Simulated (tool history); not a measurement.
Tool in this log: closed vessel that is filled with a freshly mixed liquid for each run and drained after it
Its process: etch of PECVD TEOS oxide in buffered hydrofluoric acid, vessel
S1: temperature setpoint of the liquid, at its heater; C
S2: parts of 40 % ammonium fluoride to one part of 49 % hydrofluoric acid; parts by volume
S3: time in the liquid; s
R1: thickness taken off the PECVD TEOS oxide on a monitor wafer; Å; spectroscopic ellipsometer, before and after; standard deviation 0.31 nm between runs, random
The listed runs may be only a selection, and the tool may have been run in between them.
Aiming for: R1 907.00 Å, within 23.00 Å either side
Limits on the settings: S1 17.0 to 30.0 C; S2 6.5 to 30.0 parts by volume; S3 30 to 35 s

Run 1, hour 0.0: S1 22.0 C, S2 18.5 parts by volume, S3 35 s. Result: R1 340.98 Å.
Run 2, hour 8.3: S1 22.0 C, S2 20.5 parts by volume, S3 35 s. Result: R1 309.39 Å.
Run 3, hour 13.2: S1 22.0 C, S2 16.0 parts by volume, S3 35 s. Result: R1 394.01 Å.
Run 4, hour 18.3: S1 25.5 C, S2 16.0 parts by volume, S3 35 s. Result: R1 479.66 Å.
At hour 19.2: thermometer replaced.
Run 5, hour 19.2: S1 26.5 C, S2 14.5 parts by volume, S3 35 s. Result: R1 611.75 Å.
Run 6, hour 25.1: S1 27.0 C, S2 14.0 parts by volume, S3 35 s. Result: R1 649.97 Å.
Run 7, hour 32.9: S1 27.5 C, S2 13.5 parts by volume, S3 35 s. Result: R1 685.30 Å.
Run 8, hour 34.9: S1 28.0 C, S2 13.0 parts by volume, S3 35 s. Result: R1 732.55 Å.
Run 9, hour 42.8: S1 28.5 C, S2 13.0 parts by volume, S3 35 s. Result: R1 756.94 Å.
Run 10, hour 49.8: S1 30.0 C, S2 10.5 parts by volume, S3 35 s. Result: R1 1008.70 Å.
Run 11, hour 52.3: S1 29.5 C, S2 10.5 parts by volume, S3 35 s. Result: R1 979.52 Å.
Run 12, hour 61.5: S1 29.5 C, S2 10.5 parts by volume, S3 35 s. Result: R1 978.31 Å.
Run 13, hour 69.6: S1 29.0 C, S2 10.5 parts by volume, S3 35 s. Result: R1 952.85 Å.
Run 14, hour 71.6: S1 28.5 C, S2 10.5 parts by volume, S3 35 s. Result: R1 933.20 Å.

Which single option among these 5 for the next run brings every result within its allowed miss of target? Just one does.
Run A, hour 73.6: S1 27.5 C, S2 8.0 parts by volume, S3 30 s. Result: R1 ?.
Run B, hour 73.6: S1 28.0 C, S2 10.5 parts by volume, S3 35 s. Result: R1 ?.
Run C, hour 73.6: S1 27.5 C, S2 9.0 parts by volume, S3 30 s. Result: R1 ?.
Run D, hour 73.6: S1 29.5 C, S2 10.5 parts by volume, S3 30 s. Result: R1 ?.
Run E, hour 73.6: S1 30.0 C, S2 10.5 parts by volume, S3 35 s. Result: R1 ?.

move       R1
   A   965.09
   B   908.42
   C   849.43
   D   842.91
   E  1009.60
A: its largest miss is bigger than the last run's
B: in spec on every target
C: moves the result that the last run missed by most past its target, out the other side
D: moves the result that the last run missed by most past its target, out the other side
E: its largest miss is bigger than the last run's
Move B is the one to make.
